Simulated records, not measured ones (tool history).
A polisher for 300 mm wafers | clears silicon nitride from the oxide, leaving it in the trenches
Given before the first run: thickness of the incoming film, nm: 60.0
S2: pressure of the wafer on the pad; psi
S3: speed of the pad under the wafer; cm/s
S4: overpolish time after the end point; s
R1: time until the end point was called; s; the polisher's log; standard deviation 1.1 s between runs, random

run 1 hour=0.0 | flow_of_slurry_(ml/min)=270 S2=1.9 S3=80 S4=47 | R1=102.560
run 2 hour=3.6 | flow_of_slurry_(ml/min)=270 S2=2.0 S3=80 S4=47 | R1=100.850
run 3 hour=11.3 | flow_of_slurry_(ml/min)=270 S2=2.0 S3=80 S4=51 | R1=98.225
run 4 hour=17.3 | flow_of_slurry_(ml/min)=270 S2=2.0 S3=74 S4=51 | R1=107.600
run 5 hour=24.4 | flow_of_slurry_(ml/min)=270 S2=2.1 S3=76 S4=51 | R1=102.660
run 6 hour=29.4 | flow_of_slurry_(ml/min)=210 S2=2.1 S3=76 S4=51 | R1=103.690
run 7 hour=37.6 | flow_of_slurry_(ml/min)=210 S2=2.2 S3=78 S4=51 | R1=94.914
run 8 hour=42.0 | flow_of_slurry_(ml/min)=210 S2=2.3 S3=78 S4=51 | R1=90.534
run 9 hour=42.5 | flow_of_slurry_(ml/min)=210 S2=2.4 S3=78 S4=51 | R1=87.402
run 10 hour=47.4 | flow_of_slurry_(ml/min)=210 S2=2.5 S3=80 S4=51 | R1=84.404
run 11 hour=55.7 | flow_of_slurry_(ml/min)=210 S2=2.6 S3=82 S4=51 | R1=77.465

What does the tool deliver on the next run?
run 12 hour=56.8 | flow_of_slurry_(ml/min)=210 S2=2.6 S3=82 S4=51 | R1=?

R1: 78.623 s
